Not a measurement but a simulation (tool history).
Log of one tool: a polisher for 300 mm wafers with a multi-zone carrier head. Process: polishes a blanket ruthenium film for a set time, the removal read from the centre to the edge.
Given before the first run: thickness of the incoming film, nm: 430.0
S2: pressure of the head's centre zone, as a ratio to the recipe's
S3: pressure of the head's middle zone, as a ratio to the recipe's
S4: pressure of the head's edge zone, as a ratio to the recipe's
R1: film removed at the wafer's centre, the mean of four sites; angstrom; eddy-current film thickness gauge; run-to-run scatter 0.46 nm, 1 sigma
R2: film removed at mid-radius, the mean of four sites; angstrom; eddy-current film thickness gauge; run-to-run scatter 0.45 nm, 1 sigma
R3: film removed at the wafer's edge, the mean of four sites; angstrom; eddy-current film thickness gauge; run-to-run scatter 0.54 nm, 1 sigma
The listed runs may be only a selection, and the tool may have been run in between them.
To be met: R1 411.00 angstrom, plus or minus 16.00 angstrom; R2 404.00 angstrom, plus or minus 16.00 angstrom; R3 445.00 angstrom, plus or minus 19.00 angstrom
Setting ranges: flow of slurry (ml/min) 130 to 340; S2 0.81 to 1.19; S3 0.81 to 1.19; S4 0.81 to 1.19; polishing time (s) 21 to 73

{"run": 1, "hour": 0.0, "flow of slurry (ml/min)": 220, "S2": 1.0, "S3": 1.0, "S4": 1.0, "polishing time (s)": 47, "R1": 541.82, "R2": 559.34, "R3": 545.33}
{"run": 2, "hour": 3.6, "flow of slurry (ml/min)": 220, "S2": 1.0, "S3": 1.0, "S4": 1.0, "polishing time (s)": 56, "R1": 645.61, "R2": 656.18, "R3": 646.91}
{"run": 3, "hour": 8.0, "flow of slurry (ml/min)": 210, "S2": 0.98, "S3": 0.95, "S4": 0.98, "polishing time (s)": 51, "R1": 564.87, "R2": 574.33, "R3": 587.62}
{"run": 4, "hour": 15.4, "flow of slurry (ml/min)": 210, "S2": 1.07, "S3": 0.95, "S4": 0.98, "polishing time (s)": 51, "R1": 601.95, "R2": 576.3, "R3": 580.34}
{"run": 5, "hour": 17.1, "flow of slurry (ml/min)": 200, "S2": 1.04, "S3": 0.92, "S4": 0.98, "polishing time (s)": 47, "R1": 550.66, "R2": 521.85, "R3": 545.9}
{"run": 6, "hour": 23.3, "flow of slurry (ml/min)": 200, "S2": 1.04, "S3": 0.92, "S4": 1.05, "polishing time (s)": 47, "R1": 549.26, "R2": 515.01, "R3": 553.46}
{"run": 7, "hour": 25.1, "flow of slurry (ml/min)": 195, "S2": 1.02, "S3": 0.91, "S4": 1.05, "polishing time (s)": 43, "R1": 479.32, "R2": 468.13, "R3": 496.24}
{"run": 8, "hour": 26.7, "flow of slurry (ml/min)": 190, "S2": 1.01, "S3": 0.89, "S4": 1.05, "polishing time (s)": 42, "R1": 477.68, "R2": 452.38, "R3": 483.78}
{"run": 9, "hour": 29.7, "flow of slurry (ml/min)": 180, "S2": 0.91, "S3": 0.84, "S4": 1.06, "polishing time (s)": 37, "R1": 383.65, "R2": 380.86, "R3": 421.59}

Pick the move, out of 4, that brings all results within their allowed miss; only one does.
{"run": "A", "hour": 32.7, "flow of slurry (ml/min)": 160, "S2": 1.01, "S3": 0.81, "S4": 1.08, "polishing time (s)": 37, "R1": "?", "R2": "?", "R3": "?"}
{"run": "B", "hour": 32.7, "flow of slurry (ml/min)": 230, "S2": 0.98, "S3": 0.91, "S4": 1.19, "polishing time (s)": 32, "R1": "?", "R2": "?", "R3": "?"}
{"run": "C", "hour": 32.7, "flow of slurry (ml/min)": 180, "S2": 0.9, "S3": 0.98, "S4": 1.0, "polishing time (s)": 36, "R1": "?", "R2": "?", "R3": "?"}
{"run": "D", "hour": 32.7, "flow of slurry (ml/min)": 210, "S2": 0.92, "S3": 0.85, "S4": 1.01, "polishing time (s)": 38, "R1": "?", "R2": "?", "R3": "?"}

move=A R1=405.57 R2=359.62 R3=422.99
move=B R1=367.54 R2=356.46 R3=397.23
move=C R1=373.31 R2=405.94 R3=405.50
move=D R1=411.27 R2=399.75 R3=438.28
A: the worst result of the last run now meets its target, but another is out of spec
B: lands further from the targets than the last run did
C: lands further from the targets than the last run did
D: each result inside its tolerance
The right move is D.
